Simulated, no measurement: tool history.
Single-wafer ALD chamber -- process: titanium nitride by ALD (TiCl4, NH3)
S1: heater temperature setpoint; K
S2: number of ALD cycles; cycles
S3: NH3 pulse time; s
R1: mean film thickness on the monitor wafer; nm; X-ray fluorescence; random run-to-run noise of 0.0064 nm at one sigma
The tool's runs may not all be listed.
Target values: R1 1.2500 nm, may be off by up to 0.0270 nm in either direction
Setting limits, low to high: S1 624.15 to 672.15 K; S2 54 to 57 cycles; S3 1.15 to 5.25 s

run 1 hour=0.0 | S1=648.15 S2=57 S3=3.20 | R1=1.3599
run 2 hour=8.6 | S1=644.15 S2=56 S3=2.68 | R1=1.3292
run 3 hour=15.2 | S1=644.15 S2=56 S3=2.10 | R1=1.3038
run 4 hour=17.2 | S1=635.15 S2=56 S3=2.10 | R1=1.2821
run 5 hour=18.7 | S1=635.15 S2=56 S3=2.82 | R1=1.3070
run 6 hour=26.0 | S1=635.15 S2=56 S3=3.15 | R1=1.3075
run 7 hour=29.1 | S1=633.15 S2=55 S3=3.05 | R1=1.2845
run 8 hour=32.8 | S1=633.15 S2=55 S3=3.05 | R1=1.2869
run 9 hour=38.3 | S1=632.15 S2=55 S3=2.95 | R1=1.2819

Of the 4 settings listed for the next run, only one would bring every result within its allowed miss of target. Which one?
run A hour=43.8 | S1=624.15 S2=54 S3=2.03 | R1=?
run B hour=43.8 | S1=645.15 S2=55 S3=4.07 | R1=?
run C hour=43.8 | S1=630.15 S2=57 S3=2.95 | R1=?
run D hour=43.8 | S1=639.15 S2=56 S3=1.30 | R1=?

move=A R1=1.1892
move=B R1=1.3144
move=C R1=1.3111
move=D R1=1.2408
A: takes the result that was furthest off past its target
B: moves away from the targets compared with the last run
C: moves away from the targets compared with the last run
D: all results land within tolerance of their targets
Answer: D

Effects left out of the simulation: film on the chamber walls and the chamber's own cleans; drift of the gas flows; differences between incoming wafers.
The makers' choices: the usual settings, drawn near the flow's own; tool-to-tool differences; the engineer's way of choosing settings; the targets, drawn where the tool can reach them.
